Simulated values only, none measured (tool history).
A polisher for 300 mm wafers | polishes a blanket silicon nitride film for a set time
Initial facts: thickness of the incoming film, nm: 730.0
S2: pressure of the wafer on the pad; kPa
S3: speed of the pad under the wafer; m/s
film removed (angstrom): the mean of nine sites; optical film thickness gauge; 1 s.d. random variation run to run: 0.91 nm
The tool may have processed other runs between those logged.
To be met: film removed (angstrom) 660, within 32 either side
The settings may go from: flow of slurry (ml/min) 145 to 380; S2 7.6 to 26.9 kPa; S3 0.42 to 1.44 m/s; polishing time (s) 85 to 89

Run 1, hour 0: flow of slurry (ml/min) 245, S2 17.2 kPa, S3 0.92 m/s, polishing time (s) 85. Result: film removed (angstrom) 839.01.
Run 2, hour 4.8: flow of slurry (ml/min) 245, S2 17.2 kPa, S3 1.14 m/s, polishing time (s) 85. Result: film removed (angstrom) 957.03.
Run 3, hour 13.2: flow of slurry (ml/min) 200, S2 17.2 kPa, S3 1.14 m/s, polishing time (s) 85. Result: film removed (angstrom) 964.18.
Run 4, hour 18.6: flow of slurry (ml/min) 200, S2 17.2 kPa, S3 1.32 m/s, polishing time (s) 85. Result: film removed (angstrom) 1052.2.
Run 5, hour 24.2: flow of slurry (ml/min) 200, S2 17.2 kPa, S3 1.44 m/s, polishing time (s) 85. Result: film removed (angstrom) 1123.3.
Run 6, hour 32.6: flow of slurry (ml/min) 175, S2 17.2 kPa, S3 1.44 m/s, polishing time (s) 85. Result: film removed (angstrom) 1111.6.
Run 7, hour 35.6: flow of slurry (ml/min) 175, S2 12.4 kPa, S3 1.38 m/s, polishing time (s) 85. Result: film removed (angstrom) 775.02.
Run 8, hour 39.3: flow of slurry (ml/min) 175, S2 11.7 kPa, S3 1.38 m/s, polishing time (s) 85. Result: film removed (angstrom) 725.98.
Run 9, hour 45.6: flow of slurry (ml/min) 175, S2 11 kPa, S3 1.38 m/s, polishing time (s) 85. Result: film removed (angstrom) 704.98.

Next run, 5 choices. One meets every target within its allowed miss, the rest don't. Which?
Run A, hour 51.9: flow of slurry (ml/min) 180, S2 9 kPa, S3 1.38 m/s, polishing time (s) 85. Result: film removed (angstrom) ?.
Run B, hour 51.9: flow of slurry (ml/min) 155, S2 9 kPa, S3 1.42 m/s, polishing time (s) 85. Result: film removed (angstrom) ?.
Run C, hour 51.9: flow of slurry (ml/min) 215, S2 9.7 kPa, S3 1.3 m/s, polishing time (s) 85. Result: film removed (angstrom) ?.
Run D, hour 51.9: flow of slurry (ml/min) 200, S2 9.7 kPa, S3 1.32 m/s, polishing time (s) 86. Result: film removed (angstrom) ?.
Run E, hour 51.9: flow of slurry (ml/min) 160, S2 10.3 kPa, S3 1.4 m/s, polishing time (s) 85. Result: film removed (angstrom) ?.

move  film removed (angstrom)
   A                   584.44
   B                   582.98
   C                   612.99
   D                   621.72
   E                   663.89
A: takes the result that was furthest off past its target
B: takes the result that was furthest off past its target
C: takes the result that was furthest off past its target
D: takes the result that was furthest off past its target
E: hits every target within its allowed miss
Correct choice: E, which meets every target

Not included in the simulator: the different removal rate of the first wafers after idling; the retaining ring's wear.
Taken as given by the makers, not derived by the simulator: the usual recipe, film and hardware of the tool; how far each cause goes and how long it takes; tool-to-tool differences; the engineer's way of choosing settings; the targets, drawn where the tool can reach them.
